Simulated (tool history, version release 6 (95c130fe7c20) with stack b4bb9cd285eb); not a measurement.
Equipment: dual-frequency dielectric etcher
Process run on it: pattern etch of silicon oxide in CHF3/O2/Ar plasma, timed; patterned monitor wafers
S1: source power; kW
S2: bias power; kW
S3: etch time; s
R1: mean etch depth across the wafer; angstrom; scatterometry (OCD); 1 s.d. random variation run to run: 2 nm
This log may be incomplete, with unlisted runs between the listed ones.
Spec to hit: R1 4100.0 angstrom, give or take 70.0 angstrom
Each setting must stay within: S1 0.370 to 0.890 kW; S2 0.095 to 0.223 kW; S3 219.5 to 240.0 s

run 1 hour=0.0 | S1=0.630 S2=0.159 S3=240.0 | R1=4668.7
run 2 hour=1.6 | S1=0.600 S2=0.158 S3=240.0 | R1=4615.3
run 3 hour=5.9 | S1=0.600 S2=0.158 S3=240.0 | R1=4604.5
run 4 hour=9.1 | S1=0.600 S2=0.179 S3=240.0 | R1=4820.5
run 5 hour=10.4 | S1=0.570 S2=0.175 S3=239.5 | R1=4663.2
run 6 hour=18.0 | S1=0.500 S2=0.175 S3=239.5 | R1=4501.7
run 7 hour=20.3 | S1=0.480 S2=0.173 S3=239.0 | R1=4397.3
run 8 hour=28.4 | S1=0.460 S2=0.172 S3=239.0 | R1=4335.7

Of the 4 settings listed for the next run, only one would bring every result within its allowed miss of target. Which one?
run A hour=36.5 | S1=0.450 S2=0.170 S3=235.0 | R1=?
run B hour=36.5 | S1=0.490 S2=0.157 S3=228.5 | R1=?
run C hour=36.5 | S1=0.490 S2=0.185 S3=240.0 | R1=?
run D hour=36.5 | S1=0.600 S2=0.182 S3=227.5 | R1=?

move=A R1=4240.3
move=B R1=4107.2
move=C R1=4573.1
move=D R1=4574.1
A: an improvement on the last run, though not all results are within tolerance
B: hits every target within its allowed miss
C: further off than the last run
D: further off than the last run
B meets every target.
